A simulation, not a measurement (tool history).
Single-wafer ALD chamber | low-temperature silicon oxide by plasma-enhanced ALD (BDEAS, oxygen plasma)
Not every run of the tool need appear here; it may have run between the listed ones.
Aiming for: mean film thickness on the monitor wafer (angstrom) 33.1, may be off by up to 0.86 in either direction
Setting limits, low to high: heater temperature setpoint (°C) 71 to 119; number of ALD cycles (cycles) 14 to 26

run	day	heater temperature setpoint (°C)	number of ALD cycles (cycles)	mean film thickness on the monitor wafer (angstrom)
1	0	95	20	28.021
2	0.238	95	18	25.34
3	0.558	87	18	25.847
4	0.775	97	18	25.108
5	1.008	94	20	28.169
# day 1.083: thermocouple changed; heater temperature recalibrated
6	1.083	92	21	30.441
7	1.312	89	21	30.56
8	1.642	87	21	30.6

Which single option among these 5 for the next run brings every result within its allowed miss of target? Just one does.
A	1.971	93	20	?
B	1.971	89	23	?
C	1.971	87	19	?
D	1.971	89	24	?
E	1.971	86	24	?

move	mean film thickness on the monitor wafer (angstrom)
A	28.499
B	33.299
C	27.725
D	34.747
E	35.158
A: misses by more than the last run did
B: meets every target
C: misses by more than the last run did
D: takes the biggest miss from the last run beyond its target
E: takes the biggest miss from the last run beyond its target
B meets every target.

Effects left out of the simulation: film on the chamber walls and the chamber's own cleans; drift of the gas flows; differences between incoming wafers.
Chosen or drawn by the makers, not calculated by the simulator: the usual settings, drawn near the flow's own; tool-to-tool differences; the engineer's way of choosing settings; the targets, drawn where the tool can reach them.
